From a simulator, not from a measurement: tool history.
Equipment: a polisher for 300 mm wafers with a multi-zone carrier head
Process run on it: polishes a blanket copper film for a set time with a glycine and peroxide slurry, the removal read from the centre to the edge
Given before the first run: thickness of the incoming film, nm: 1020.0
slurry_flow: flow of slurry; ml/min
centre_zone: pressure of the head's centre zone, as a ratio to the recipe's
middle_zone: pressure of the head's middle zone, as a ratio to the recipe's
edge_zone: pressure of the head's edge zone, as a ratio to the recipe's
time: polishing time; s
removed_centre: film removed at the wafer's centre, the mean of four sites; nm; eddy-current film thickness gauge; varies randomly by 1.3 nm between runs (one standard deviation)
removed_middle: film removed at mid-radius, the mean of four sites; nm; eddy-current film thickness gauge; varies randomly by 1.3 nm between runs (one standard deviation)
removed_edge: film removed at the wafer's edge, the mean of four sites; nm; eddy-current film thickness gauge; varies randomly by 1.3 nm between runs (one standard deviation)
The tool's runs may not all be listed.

run 1 hour=0 | slurry_flow=185 centre_zone=1 middle_zone=1 edge_zone=1 time=47 | removed_centre=149.73 removed_middle=155.64 removed_edge=155
run 2 hour=6 | slurry_flow=215 centre_zone=1 middle_zone=1 edge_zone=1 time=47 | removed_centre=160.31 removed_middle=157.95 removed_edge=154.89
run 3 hour=8.4 | slurry_flow=215 centre_zone=1 middle_zone=1 edge_zone=1 time=39 | removed_centre=131.24 removed_middle=129.53 removed_edge=129.92
run 4 hour=11.6 | slurry_flow=215 centre_zone=1 middle_zone=1.04 edge_zone=1 time=39 | removed_centre=131.96 removed_middle=136.17 removed_edge=129.06
run 5 hour=18.8 | slurry_flow=215 centre_zone=1 middle_zone=1.04 edge_zone=1.05 time=39 | removed_centre=131.68 removed_middle=135.86 removed_edge=130.79
run 6 hour=24.2 | slurry_flow=220 centre_zone=0.99 middle_zone=1.05 edge_zone=1.05 time=34 | removed_centre=117.41 removed_middle=118.88 removed_edge=115.09
run 7 hour=28.7 | slurry_flow=220 centre_zone=0.97 middle_zone=1.06 edge_zone=1.05 time=31 | removed_centre=99.314 removed_middle=107.45 removed_edge=103.81
run 8 hour=30.1 | slurry_flow=225 centre_zone=0.97 middle_zone=1.07 edge_zone=1.03 time=30 | removed_centre=100.34 removed_middle=108.98 removed_edge=101.87
run 9 hour=36.6 | slurry_flow=225 centre_zone=0.97 middle_zone=1.07 edge_zone=1.02 time=29 | removed_centre=95.372 removed_middle=103.66 removed_edge=95.812

What does the tool deliver on the next run?
run 10 hour=45.6 | slurry_flow=220 centre_zone=0.97 middle_zone=1.06 edge_zone=1.01 time=29 | removed_centre=? removed_middle=? removed_edge=?

Run 10 gave removed_centre 96.299 nm, removed_middle 104.32 nm, removed_edge 96.494 nm.
